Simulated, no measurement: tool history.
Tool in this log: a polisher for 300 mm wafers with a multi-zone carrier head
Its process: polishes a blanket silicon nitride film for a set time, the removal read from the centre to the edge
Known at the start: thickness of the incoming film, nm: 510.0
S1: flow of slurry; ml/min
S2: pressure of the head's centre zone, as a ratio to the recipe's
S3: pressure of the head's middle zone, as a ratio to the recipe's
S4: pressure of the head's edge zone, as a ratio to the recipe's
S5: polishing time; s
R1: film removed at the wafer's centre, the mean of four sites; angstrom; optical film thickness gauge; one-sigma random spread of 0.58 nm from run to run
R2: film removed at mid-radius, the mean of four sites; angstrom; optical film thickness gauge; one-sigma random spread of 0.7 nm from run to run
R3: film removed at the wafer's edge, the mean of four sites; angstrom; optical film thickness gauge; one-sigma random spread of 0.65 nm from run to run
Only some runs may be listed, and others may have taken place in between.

{"run": 1, "hour": 0.0, "S1": 285, "S2": 1.0, "S3": 1.0, "S4": 1.0, "S5": 50, "R1": 843.5, "R2": 850.91, "R3": 845.92}
{"run": 2, "hour": 3.7, "S1": 285, "S2": 1.0, "S3": 1.0, "S4": 1.0, "S5": 59, "R1": 1006.5, "R2": 1023.7, "R3": 997.79}
{"run": 3, "hour": 5.0, "S1": 280, "S2": 0.97, "S3": 0.97, "S4": 0.97, "S5": 56, "R1": 931.8, "R2": 962.66, "R3": 929.48}
{"run": 4, "hour": 13.4, "S1": 280, "S2": 0.92, "S3": 0.97, "S4": 0.97, "S5": 56, "R1": 875.09, "R2": 937.33, "R3": 932.0}
{"run": 5, "hour": 17.1, "S1": 280, "S2": 0.92, "S3": 0.92, "S4": 0.97, "S5": 56, "R1": 894.18, "R2": 896.61, "R3": 936.86}
{"run": 6, "hour": 21.8, "S1": 280, "S2": 0.92, "S3": 0.92, "S4": 0.97, "S5": 64, "R1": 1004.2, "R2": 1039.9, "R3": 1058.9}
{"run": 7, "hour": 22.6, "S1": 275, "S2": 0.9, "S3": 0.91, "S4": 0.95, "S5": 59, "R1": 900.05, "R2": 922.68, "R3": 953.65}
{"run": 8, "hour": 26.2, "S1": 265, "S2": 0.88, "S3": 0.9, "S4": 0.93, "S5": 56, "R1": 843.07, "R2": 884.18, "R3": 898.8}
{"run": 9, "hour": 34.5, "S1": 265, "S2": 0.88, "S3": 0.9, "S4": 0.93, "S5": 56, "R1": 822.18, "R2": 876.87, "R3": 895.67}
{"run": 10, "hour": 35.6, "S1": 265, "S2": 0.87, "S3": 0.88, "S4": 0.92, "S5": 53, "R1": 775.28, "R2": 812.42, "R3": 847.19}
{"run": 11, "hour": 37.0, "S1": 260, "S2": 0.86, "S3": 0.87, "S4": 0.91, "S5": 51, "R1": 741.45, "R2": 769.78, "R3": 820.29}
{"run": 12, "hour": 39.1, "S1": 255, "S2": 0.85, "S3": 0.86, "S4": 0.89, "S5": 50, "R1": 704.56, "R2": 751.3, "R3": 781.05}
{"run": 13, "hour": 40.9, "S1": 255, "S2": 0.85, "S3": 0.85, "S4": 0.89, "S5": 49, "R1": 704.97, "R2": 736.81, "R3": 785.42}

Forecast run 14:
{"run": 14, "hour": 43.4, "S1": 255, "S2": 0.85, "S3": 0.84, "S4": 0.88, "S5": 48, "R1": "?", "R2": "?", "R3": "?"}

R1: 686.28 angstrom
R2: 700.57 angstrom
R3: 757.91 angstrom

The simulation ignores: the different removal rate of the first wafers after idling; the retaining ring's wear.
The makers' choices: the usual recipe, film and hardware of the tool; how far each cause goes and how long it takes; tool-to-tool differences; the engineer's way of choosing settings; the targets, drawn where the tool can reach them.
